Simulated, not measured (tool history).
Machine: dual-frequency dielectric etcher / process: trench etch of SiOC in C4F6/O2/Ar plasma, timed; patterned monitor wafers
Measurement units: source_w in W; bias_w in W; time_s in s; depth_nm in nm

Run 1, day 0.000: source_w 480 W, bias_w 200 W, time_s 24.5 s. Result: depth_nm 53.688 nm.
Run 2, day 0.262: source_w 430 W, bias_w 181 W, time_s 24.5 s. Result: depth_nm 48.591 nm.
Run 3, day 0.354: source_w 400 W, bias_w 166 W, time_s 24.5 s. Result: depth_nm 44.251 nm.
Run 4, day 0.504: source_w 400 W, bias_w 166 W, time_s 24.5 s. Result: depth_nm 44.264 nm.
Run 5, day 0.592: source_w 440 W, bias_w 166 W, time_s 24.5 s. Result: depth_nm 46.552 nm.
Run 6, day 0.875: source_w 440 W, bias_w 166 W, time_s 24.5 s. Result: depth_nm 46.750 nm.
Run 7, day 1.167: source_w 400 W, bias_w 159 W, time_s 24.5 s. Result: depth_nm 43.581 nm.
Run 8, day 1.238: source_w 370 W, bias_w 154 W, time_s 24.5 s. Result: depth_nm 40.900 nm.
Run 9, day 1.542: source_w 350 W, bias_w 153 W, time_s 24.5 s. Result: depth_nm 39.451 nm.
Run 10, day 1.638: source_w 340 W, bias_w 153 W, time_s 24.5 s. Result: depth_nm 38.917 nm.
Run 11, day 1.992: source_w 330 W, bias_w 153 W, time_s 24.5 s. Result: depth_nm 38.356 nm.
Run 12, day 2.242: source_w 320 W, bias_w 153 W, time_s 24.5 s. Result: depth_nm 37.731 nm.

Estimate the outcome of run 13 from the log above:
Run 13, day 2.588: source_w 310 W, bias_w 153 W, time_s 24.5 s. Result: depth_nm ?.

{"run 13": {"depth_nm": 36.958}}

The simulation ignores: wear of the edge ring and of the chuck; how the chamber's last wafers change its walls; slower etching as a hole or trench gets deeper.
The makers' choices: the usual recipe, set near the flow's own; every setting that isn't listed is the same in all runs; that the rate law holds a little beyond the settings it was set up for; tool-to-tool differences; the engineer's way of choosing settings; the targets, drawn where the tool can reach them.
